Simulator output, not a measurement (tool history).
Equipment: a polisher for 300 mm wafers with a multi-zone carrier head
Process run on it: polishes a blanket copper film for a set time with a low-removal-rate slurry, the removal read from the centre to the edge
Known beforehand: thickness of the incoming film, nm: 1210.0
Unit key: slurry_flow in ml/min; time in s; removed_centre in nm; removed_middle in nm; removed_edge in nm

run    day  slurry_flow  centre_zone  middle_zone  edge_zone  slurry_solids  time  removed_centre  removed_middle  removed_edge
  1  0.000          125         1.00         1.00       1.00           1.00    84         132.380         131.880       131.840
  2  0.225          115         1.00         1.00       1.00           1.00    84         130.280         132.150       129.290
  3  0.446          110         0.98         0.99       1.00           0.95    81         121.670         121.390       124.810
  4  0.475          110         1.03         0.99       1.00           0.95    81         124.690         124.350       122.190
  5  0.504          105         1.01         1.00       1.00           0.90    78         117.090         117.220       117.560
  6  0.854          100         0.99         1.01       1.00           0.85    75         109.760         111.980       110.860
  7  1.033           75         0.89         1.01       1.04           0.60    52          61.178          67.803        73.018
  8  1.233           75         0.89         1.01       1.04           0.60    52          62.785          67.586        70.913
  9  1.504           80         0.89         1.02       1.05           0.60    52          61.384          72.605        71.944
 10  1.650          105         0.94         0.98       1.12           0.75    53          72.032          75.686        83.509

Run 11, settings as shown, results not yet in. Your forecast:
 11  1.967          105         0.94         0.99       1.12           0.75    53               ?               ?             ?

Run 11 gave removed_centre 72.530 nm, removed_middle 75.975 nm, removed_edge 80.731 nm.
